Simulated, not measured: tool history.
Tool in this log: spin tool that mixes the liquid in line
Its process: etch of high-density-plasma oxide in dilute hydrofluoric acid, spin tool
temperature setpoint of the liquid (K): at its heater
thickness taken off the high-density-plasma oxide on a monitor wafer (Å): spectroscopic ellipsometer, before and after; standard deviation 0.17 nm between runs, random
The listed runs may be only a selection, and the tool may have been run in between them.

run	hour	temperature setpoint of the liquid (K)	parts of water to one part of 49 % hydrofluoric acid (parts by volume)	time under the liquid (s)	thickness taken off the high-density-plasma oxide on a monitor wafer (Å)
1	0.0	298.15	155	280	101.790
2	2.3	295.15	155	280	90.585
3	11.2	295.15	155	305	99.501
4	15.2	295.15	155	280	90.532
5	22.6	296.65	135	280	113.650
6	31.3	298.15	120	280	137.600
7	38.7	299.15	110	280	158.810
8	44.1	300.15	100	280	184.170
# hour 44.7: hydrofluoric acid flow meter replaced
9	44.7	301.15	95	280	221.320
10	50.8	301.65	90	280	240.290
11	58.7	302.15	90	280	243.830
12	61.4	302.65	85	280	264.560

For run 13, what comes out?
13	65.9	303.15	85	280	?

thickness taken off the high-density-plasma oxide on a monitor wafer (Å): 271.540

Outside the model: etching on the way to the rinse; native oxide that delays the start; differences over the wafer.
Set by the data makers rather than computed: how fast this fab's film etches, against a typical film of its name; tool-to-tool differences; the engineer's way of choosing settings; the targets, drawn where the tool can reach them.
